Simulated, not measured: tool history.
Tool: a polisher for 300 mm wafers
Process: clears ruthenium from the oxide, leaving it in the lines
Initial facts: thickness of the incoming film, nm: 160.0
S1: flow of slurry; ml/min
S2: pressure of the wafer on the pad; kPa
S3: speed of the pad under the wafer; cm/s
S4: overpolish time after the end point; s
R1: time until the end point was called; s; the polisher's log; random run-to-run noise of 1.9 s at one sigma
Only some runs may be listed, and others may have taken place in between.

run    day   S1    S2   S3  S4      R1
  1      0  165  17.2  130  10   92.06
  2   0.05  165  17.2  130  10  91.226
  3  0.333  165  17.2  142  10  83.607
  4  0.704  165  21.4  142  10  67.539
  5  1.046  165  17.9  142  10   79.61
  6  1.404  165  15.2  142  10  93.802

Run 7 is up next; what results do you expect?
  7  1.554  165  13.8  140  10   ?

{"run 7": {"R1": 107.11}}
